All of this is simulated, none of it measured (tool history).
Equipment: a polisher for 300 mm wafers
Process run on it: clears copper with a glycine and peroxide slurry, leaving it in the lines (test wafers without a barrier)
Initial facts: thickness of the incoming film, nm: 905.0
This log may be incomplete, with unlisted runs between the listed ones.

run	day	flow of slurry (ml/min)	pressure of the wafer on the pad (kPa)	speed of the pad under the wafer (m/s)	overpolish time after the end point (s)	time until the end point was called (s)	dishing of a wide line in a test structure (Å)
1	0	200	18.6	1.12	30	174.9	823.42
2	0.325	175	18.6	1.12	30	176.55	817.4
3	0.662	175	18.6	1.12	20	174.69	632.22
4	0.771	195	18.6	1.12	20	173.53	636.95
5	0.842	195	18.6	1.28	20	160.22	689.63
6	1.208	155	18.6	1.28	20	160.78	677.22
7	1.367	120	13.8	1.32	9	215.87	266.63
8	1.442	140	13.8	1.3	10	213.56	301.37
9	1.488	155	13.8	1.3	11	207.63	323.95
10	1.583	165	13.8	1.3	12	205.67	360.83
11	1.875	170	13.8	1.3	12	202.5	359.6
12	2.133	175	13.8	1.3	13	204.02	385.03
13	2.196	180	13.8	1.3	13	198.82	387.5
14	2.371	185	13.8	1.3	13	202.15	388.91
15	2.625	190	13.8	1.3	13	202.33	377.26
16	2.788	195	13.8	1.3	13	200.61	383.62

What will run 17 give?
17	2.988	200	13.8	1.3	13	?	?

time until the end point was called (s): 197.35
dishing of a wide line in a test structure (Å): 397.4
